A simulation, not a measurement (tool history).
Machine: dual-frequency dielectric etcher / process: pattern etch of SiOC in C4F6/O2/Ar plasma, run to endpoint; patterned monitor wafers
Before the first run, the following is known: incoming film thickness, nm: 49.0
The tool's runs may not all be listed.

| run | hour | bias power (W) | source power (W) | endpoint time (s) |
|---|---|---|---|---|
| 1 | 0.0 | 405 | 330 | 18.873 |
| 2 | 6.7 | 448 | 330 | 18.381 |
| 3 | 11.5 | 470 | 350 | 17.660 |
| 4 | 20.1 | 470 | 300 | 18.680 |
| 5 | 21.5 | 493 | 320 | 18.051 |
| 6 | 22.9 | 510 | 340 | 17.480 |
| 7 | 23.8 | 524 | 350 | 16.986 |

Run 8 has not been measured yet. What should we expect?
| 8 | 24.7 | 534 | 360 | ? |

endpoint time (s): 16.902

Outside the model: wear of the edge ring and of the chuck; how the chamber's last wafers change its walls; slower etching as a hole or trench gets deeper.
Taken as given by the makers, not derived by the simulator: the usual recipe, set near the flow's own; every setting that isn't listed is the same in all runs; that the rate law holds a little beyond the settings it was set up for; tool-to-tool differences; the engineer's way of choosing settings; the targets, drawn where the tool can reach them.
